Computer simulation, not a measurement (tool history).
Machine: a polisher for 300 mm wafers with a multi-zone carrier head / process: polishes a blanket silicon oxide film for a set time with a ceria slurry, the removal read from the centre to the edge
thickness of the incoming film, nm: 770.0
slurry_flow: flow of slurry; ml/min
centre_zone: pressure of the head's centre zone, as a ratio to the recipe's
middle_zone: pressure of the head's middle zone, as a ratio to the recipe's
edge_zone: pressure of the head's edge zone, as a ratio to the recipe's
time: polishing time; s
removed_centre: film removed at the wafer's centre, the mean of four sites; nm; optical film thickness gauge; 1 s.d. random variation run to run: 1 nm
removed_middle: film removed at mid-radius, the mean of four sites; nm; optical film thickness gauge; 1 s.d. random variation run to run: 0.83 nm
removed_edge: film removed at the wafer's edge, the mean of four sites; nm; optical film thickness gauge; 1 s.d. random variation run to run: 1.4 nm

run	hour	slurry_flow	centre_zone	middle_zone	edge_zone	time	removed_centre	removed_middle	removed_edge
1	0	155	1	1	1	34	130.3	132.13	132.77
2	5.2	150	0.97	0.98	0.97	32	120.38	122.61	122.68
3	9	150	0.97	0.94	0.97	32	119.93	116.15	123.72
4	16	145	0.94	0.94	0.95	30	108.68	109.53	113.42
5	22.2	145	0.94	0.94	1.01	30	106.99	108.24	118.63
6	29.7	140	0.91	0.93	0.98	29	101.21	104.06	110.75

For run 7, what comes out?
7	33.9	135	0.89	0.92	0.96	28	?	?	?

{"run 7": {"removed_centre": 95.29, "removed_middle": 98.211, "removed_edge": 106.55}}
